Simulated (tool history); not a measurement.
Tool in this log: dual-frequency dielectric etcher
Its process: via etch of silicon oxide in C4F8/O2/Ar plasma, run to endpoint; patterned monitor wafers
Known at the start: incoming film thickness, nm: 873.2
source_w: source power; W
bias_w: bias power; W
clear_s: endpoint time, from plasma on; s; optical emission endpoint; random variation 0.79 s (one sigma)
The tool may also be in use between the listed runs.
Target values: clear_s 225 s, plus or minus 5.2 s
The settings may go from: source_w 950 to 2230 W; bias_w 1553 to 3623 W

Run 1, day 0: source_w 1590 W, bias_w 2588 W. Result: clear_s 184.62 s.
Run 2, day 0.175: source_w 1830 W, bias_w 2588 W. Result: clear_s 175.31 s.
Run 3, day 0.4: source_w 1710 W, bias_w 2478 W. Result: clear_s 181.64 s.
Run 4, day 0.612: source_w 1860 W, bias_w 2478 W. Result: clear_s 175.96 s.
Run 5, day 0.954: source_w 1740 W, bias_w 2375 W. Result: clear_s 183.9 s.
Run 6, day 1.033: source_w 1620 W, bias_w 2375 W. Result: clear_s 187.25 s.
Run 7, day 1.238: source_w 1530 W, bias_w 2282 W. Result: clear_s 195.32 s.
Run 8, day 1.292: source_w 1460 W, bias_w 2246 W. Result: clear_s 198.77 s.
Run 9, day 1.571: source_w 1390 W, bias_w 2210 W. Result: clear_s 203.35 s.

4 next moves are on the table. One of them brings every result within its allowed miss. Which?
Run A, day 1.85: source_w 1250 W, bias_w 2100 W. Result: clear_s ?.
Run B, day 1.85: source_w 950 W, bias_w 2058 W. Result: clear_s ?.
Run C, day 1.85: source_w 1530 W, bias_w 2421 W. Result: clear_s ?.
Run D, day 1.85: source_w 1310 W, bias_w 1778 W. Result: clear_s ?.

move  clear_s
   A   216.28
   B   239.86
   C   191.88
   D   224.44
A: an improvement on the last run, though not all results are within tolerance
B: takes the biggest miss from the last run beyond its target
C: its largest miss is bigger than the last run's
D: hits every target within its allowed miss
D is the move that brings every result within its allowed miss.
